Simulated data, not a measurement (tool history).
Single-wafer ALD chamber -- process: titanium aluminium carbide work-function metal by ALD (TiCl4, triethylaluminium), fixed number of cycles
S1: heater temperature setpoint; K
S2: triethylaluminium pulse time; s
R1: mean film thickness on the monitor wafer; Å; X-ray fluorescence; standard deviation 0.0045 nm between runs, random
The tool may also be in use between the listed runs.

{"run": 1, "hour": 0.0, "S1": 553.15, "S2": 12.35, "R1": 18.118}
{"run": 2, "hour": 1.0, "S1": 562.15, "S2": 12.35, "R1": 19.023}
{"run": 3, "hour": 2.1, "S1": 562.15, "S2": 11.02, "R1": 18.78}
{"run": 4, "hour": 6.6, "S1": 564.15, "S2": 11.27, "R1": 19.049}
{"run": 5, "hour": 7.4, "S1": 564.15, "S2": 13.4, "R1": 19.241}
{"run": 6, "hour": 10.2, "S1": 564.15, "S2": 11.58, "R1": 19.09}

The next listed run, before its measurement:
{"run": 7, "hour": 15.2, "S1": 566.15, "S2": 11.74, "R1": "?"}

R1: 19.339 Å
